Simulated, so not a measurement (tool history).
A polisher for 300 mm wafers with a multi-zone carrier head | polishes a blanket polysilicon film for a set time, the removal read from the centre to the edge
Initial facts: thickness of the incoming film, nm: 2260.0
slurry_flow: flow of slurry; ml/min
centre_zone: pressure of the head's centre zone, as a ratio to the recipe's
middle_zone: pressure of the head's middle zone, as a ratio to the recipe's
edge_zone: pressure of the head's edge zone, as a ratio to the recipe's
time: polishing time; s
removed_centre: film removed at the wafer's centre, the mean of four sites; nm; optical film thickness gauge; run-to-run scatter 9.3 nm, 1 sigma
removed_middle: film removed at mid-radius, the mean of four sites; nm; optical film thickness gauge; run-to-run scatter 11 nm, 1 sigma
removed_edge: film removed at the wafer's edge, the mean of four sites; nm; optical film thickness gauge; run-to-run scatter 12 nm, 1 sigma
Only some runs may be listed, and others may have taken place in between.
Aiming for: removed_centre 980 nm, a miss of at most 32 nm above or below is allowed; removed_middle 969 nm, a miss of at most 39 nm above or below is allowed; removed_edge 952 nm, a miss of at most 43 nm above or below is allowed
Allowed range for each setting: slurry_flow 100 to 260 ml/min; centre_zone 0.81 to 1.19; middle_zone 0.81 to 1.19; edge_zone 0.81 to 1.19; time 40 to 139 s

run  hour  slurry_flow  centre_zone  middle_zone  edge_zone  time  removed_centre  removed_middle  removed_edge
  1     0          165            1            1          1    89          649.45          675.59        687.82
  2   6.5          180         1.04         1.03       1.04    96          739.94          755.78        773.13
  3     9          195         1.08         1.07       1.06   100           821.6          831.11        816.54
  4  10.9          215         1.08         1.07       1.06   100          820.97          840.11        807.38
  5    19          210          1.1         1.08       1.08   104          866.07          879.84        847.97
  6  25.4          205         1.11         1.08       1.09   107          881.47          893.75        871.42
  7  27.5          210         1.12         1.08        1.1   110          928.31          948.24        914.14
  8    33          215         1.13         1.07       1.11   111          957.86           929.6        926.95
     40.1  -- centre zone pressure recalibrated
  9  40.1          230         1.13          1.1       1.13   112          1029.6          966.39        937.51

Exactly one of the 4 candidate moves below puts every result within its allowed miss. Which one?
  A  47.2          235         1.09          1.1       1.14   112               ?               ?             ?
  B  47.2          225         1.17         1.11        1.1   110               ?               ?             ?
  C  47.2          205          1.1         1.12       1.04   108               ?               ?             ?
  D  47.2          190         1.18         1.04       1.03   119               ?               ?             ?

move  removed_centre  removed_middle  removed_edge
   A          987.76          972.25        958.47
   B          1035.7          956.85        921.62
   C          942.77          935.68        873.45
   D          1100.9          957.04        951.63
A: hits every target within its allowed miss
B: moves away from the targets compared with the last run
C: carries the result that was furthest off beyond its target, to the other side
D: moves away from the targets compared with the last run
The right move is A.
